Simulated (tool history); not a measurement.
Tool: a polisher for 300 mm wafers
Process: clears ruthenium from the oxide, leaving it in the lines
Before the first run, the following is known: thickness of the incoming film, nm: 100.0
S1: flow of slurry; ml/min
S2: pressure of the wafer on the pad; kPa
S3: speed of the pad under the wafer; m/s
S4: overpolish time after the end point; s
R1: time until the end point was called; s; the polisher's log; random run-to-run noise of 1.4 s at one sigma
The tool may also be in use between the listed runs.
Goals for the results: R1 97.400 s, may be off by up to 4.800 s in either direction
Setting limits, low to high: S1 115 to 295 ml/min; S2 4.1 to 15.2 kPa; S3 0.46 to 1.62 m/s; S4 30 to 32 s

run 1 hour=0.0 | S1=190 S2=9.7 S3=1.04 S4=30 | R1=152.190
run 2 hour=5.2 | S1=190 S2=10.3 S3=1.04 S4=30 | R1=143.060
run 3 hour=9.5 | S1=190 S2=9.0 S3=1.04 S4=30 | R1=163.400
run 4 hour=12.4 | S1=190 S2=9.0 S3=0.80 S4=30 | R1=205.670
run 5 hour=13.9 | S1=190 S2=9.7 S3=0.82 S4=30 | R1=190.970
run 6 hour=22.0 | S1=190 S2=10.3 S3=0.84 S4=30 | R1=171.740
run 7 hour=30.4 | S1=190 S2=11.0 S3=0.84 S4=30 | R1=164.130
-- hour=32.3 worn pad replaced by a new one
run 8 hour=32.3 | S1=190 S2=11.7 S3=0.86 S4=30 | R1=138.100
run 9 hour=34.0 | S1=190 S2=13.1 S3=0.88 S4=30 | R1=125.340
run 10 hour=37.4 | S1=190 S2=14.5 S3=0.90 S4=30 | R1=111.070

Which one of the following 4 next-run settings gets every result inside its allowed miss? There is exactly one.
run A hour=40.8 | S1=165 S2=15.2 S3=1.10 S4=30 | R1=?
run B hour=40.8 | S1=115 S2=15.2 S3=1.06 S4=30 | R1=?
run C hour=40.8 | S1=180 S2=15.2 S3=1.10 S4=30 | R1=?
run D hour=40.8 | S1=190 S2=15.2 S3=1.08 S4=30 | R1=?

move=A R1=86.234
move=B R1=95.560
move=C R1=85.113
move=D R1=85.979
A: moves the result that the last run missed by most past its target, out the other side
B: meets every target
C: moves the result that the last run missed by most past its target, out the other side
D: moves the result that the last run missed by most past its target, out the other side
So the answer is move B, the one that meets all the targets.
